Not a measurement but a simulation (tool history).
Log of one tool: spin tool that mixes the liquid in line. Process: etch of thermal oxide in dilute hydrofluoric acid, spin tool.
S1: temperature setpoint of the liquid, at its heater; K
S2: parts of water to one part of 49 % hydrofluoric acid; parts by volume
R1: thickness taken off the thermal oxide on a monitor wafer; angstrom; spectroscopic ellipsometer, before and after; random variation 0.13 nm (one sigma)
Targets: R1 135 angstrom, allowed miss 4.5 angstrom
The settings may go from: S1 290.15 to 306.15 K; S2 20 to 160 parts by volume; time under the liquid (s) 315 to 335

{"run": 1, "day": 0.0, "S1": 298.15, "S2": 90, "time under the liquid (s)": 315, "R1": 168.6}
{"run": 2, "day": 0.175, "S1": 299.15, "S2": 90, "time under the liquid (s)": 315, "R1": 176.13}
{"run": 3, "day": 0.292, "S1": 299.15, "S2": 65, "time under the liquid (s)": 315, "R1": 252.64}
{"run": 4, "day": 0.346, "S1": 299.15, "S2": 80, "time under the liquid (s)": 315, "R1": 202.94}
{"run": 5, "day": 0.508, "S1": 296.15, "S2": 80, "time under the liquid (s)": 315, "R1": 180.91}
{"run": 6, "day": 0.871, "S1": 299.15, "S2": 80, "time under the liquid (s)": 315, "R1": 203.08}
{"run": 7, "day": 1.033, "S1": 296.15, "S2": 80, "time under the liquid (s)": 315, "R1": 179.11}
{"run": 8, "day": 1.208, "S1": 292.15, "S2": 85, "time under the liquid (s)": 315, "R1": 142.28}
{"run": 9, "day": 1.438, "S1": 291.65, "S2": 85, "time under the liquid (s)": 315, "R1": 140.67}

Which of these 5 next moves meets every target?
{"run": "A", "day": 1.667, "S1": 291.65, "S2": 80, "time under the liquid (s)": 315, "R1": "?"}
{"run": "B", "day": 1.667, "S1": 290.15, "S2": 75, "time under the liquid (s)": 315, "R1": "?"}
{"run": "C", "day": 1.667, "S1": 290.65, "S2": 90, "time under the liquid (s)": 335, "R1": "?"}
{"run": "D", "day": 1.667, "S1": 292.15, "S2": 80, "time under the liquid (s)": 315, "R1": "?"}
{"run": "E", "day": 1.667, "S1": 293.65, "S2": 95, "time under the liquid (s)": 335, "R1": "?"}

move=A R1=149.31
move=B R1=150.25
move=C R1=133.85
move=D R1=152.49
move=E R1=142.89
A: further off than the last run
B: further off than the last run
C: meets every target
D: further off than the last run
E: further off than the last run
The right move is C.

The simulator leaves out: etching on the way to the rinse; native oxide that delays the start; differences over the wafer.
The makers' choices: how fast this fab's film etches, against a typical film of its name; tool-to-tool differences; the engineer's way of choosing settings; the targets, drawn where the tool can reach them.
